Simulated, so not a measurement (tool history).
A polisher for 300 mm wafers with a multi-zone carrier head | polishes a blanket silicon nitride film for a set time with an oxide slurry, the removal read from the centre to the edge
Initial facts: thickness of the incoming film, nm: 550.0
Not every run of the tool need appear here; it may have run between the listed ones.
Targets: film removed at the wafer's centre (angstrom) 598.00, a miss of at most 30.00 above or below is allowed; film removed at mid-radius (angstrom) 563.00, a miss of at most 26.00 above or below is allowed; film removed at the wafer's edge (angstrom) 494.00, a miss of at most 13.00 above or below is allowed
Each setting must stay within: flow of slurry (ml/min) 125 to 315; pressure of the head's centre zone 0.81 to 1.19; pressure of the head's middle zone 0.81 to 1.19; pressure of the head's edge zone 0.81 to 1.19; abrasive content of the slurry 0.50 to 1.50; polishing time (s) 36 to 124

run,hour,flow of slurry (ml/min),pressure of the head's centre zone,pressure of the head's middle zone,pressure of the head's edge zone,abrasive content of the slurry,polishing time (s),film removed at the wafer's centre (angstrom),film removed at mid-radius (angstrom),film removed at the wafer's edge (angstrom)
1,0.0,205,1.00,1.00,1.00,1.00,79,577.66,557.61,565.90
2,2.4,200,1.02,1.01,0.95,1.00,79,592.13,553.85,545.33
3,4.8,200,1.02,0.94,0.95,1.00,79,582.36,531.80,540.21
4,13.6,200,1.02,0.94,0.95,1.00,89,644.26,615.14,615.11
5,19.2,200,1.06,0.94,0.95,1.00,89,673.06,602.10,612.81
6,20.3,200,1.12,0.94,0.95,1.00,89,704.64,596.60,620.83
7,27.7,200,1.10,0.97,0.91,0.95,89,700.27,607.18,589.63
8,28.5,195,1.08,0.97,0.89,0.90,89,656.67,598.89,572.84
9,36.0,195,1.08,0.98,0.87,0.85,89,648.23,585.59,561.12
10,41.4,195,1.08,1.01,0.85,0.80,88,617.52,580.42,537.82
11,45.2,195,1.09,1.03,0.84,0.75,88,621.11,566.45,516.86
12,50.1,190,1.09,1.04,0.83,0.75,88,633.14,564.78,511.39
13,53.6,190,1.08,1.05,0.82,0.75,88,631.67,574.68,510.47
14,54.4,185,1.07,1.05,0.82,0.75,88,597.70,590.05,509.69
15,55.6,185,1.08,1.05,0.82,0.75,88,609.94,560.08,510.42
16,58.4,190,1.08,1.06,0.82,0.75,88,625.54,564.15,514.66

Of the 4 settings listed for the next run, only one would bring every result within its allowed miss of target. Which one?
A,61.2,220,1.10,1.09,0.86,0.75,82,?,?,?
B,61.2,250,1.07,1.04,0.96,0.90,77,?,?,?
C,61.2,210,1.16,1.04,0.96,0.95,76,?,?,?
D,61.2,175,1.11,1.13,0.94,1.00,78,?,?,?

move,film removed at the wafer's centre (angstrom),film removed at mid-radius (angstrom),film removed at the wafer's edge (angstrom)
A,607.79,558.49,499.08
B,600.25,546.58,530.40
C,637.26,536.17,523.62
D,615.51,578.37,528.72
A: every result within its allowed miss
B: its largest miss is bigger than the last run's
C: its largest miss is bigger than the last run's
D: its largest miss is bigger than the last run's
Move A is the one to make.
